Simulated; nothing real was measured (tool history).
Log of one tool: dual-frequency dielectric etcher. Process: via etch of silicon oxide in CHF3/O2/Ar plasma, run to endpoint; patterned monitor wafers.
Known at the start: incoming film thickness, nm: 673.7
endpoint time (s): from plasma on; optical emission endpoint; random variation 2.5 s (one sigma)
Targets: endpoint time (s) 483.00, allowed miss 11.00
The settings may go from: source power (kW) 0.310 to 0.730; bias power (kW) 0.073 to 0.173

run  hour  source power (kW)  bias power (kW)  endpoint time (s)
  1   0.0              0.520            0.123             434.81
  2   8.1              0.510            0.122             436.71
  3  10.0              0.510            0.138             422.02
  4  17.6              0.490            0.137             430.61
  5  18.7              0.480            0.136             430.84
     20.6  -- source power generator calibrated
  6  20.6              0.440            0.136             436.36
  7  23.1              0.430            0.133             442.87
  8  25.7              0.420            0.131             449.46
  9  33.8              0.410            0.130             454.17
 10  37.6              0.400            0.129             457.96

Which of these 5 next moves meets every target?
  A  41.4              0.450            0.136                  ?
  B  41.4              0.480            0.138                  ?
  C  41.4              0.390            0.116                  ?
  D  41.4              0.440            0.145                  ?
  E  41.4              0.450            0.124                  ?

move  endpoint time (s)
   A             432.99
   B             422.21
   C             478.17
   D             426.25
   E             447.16
A: further off than the last run
B: further off than the last run
C: meets every target
D: further off than the last run
E: further off than the last run
Move C is the one to make.

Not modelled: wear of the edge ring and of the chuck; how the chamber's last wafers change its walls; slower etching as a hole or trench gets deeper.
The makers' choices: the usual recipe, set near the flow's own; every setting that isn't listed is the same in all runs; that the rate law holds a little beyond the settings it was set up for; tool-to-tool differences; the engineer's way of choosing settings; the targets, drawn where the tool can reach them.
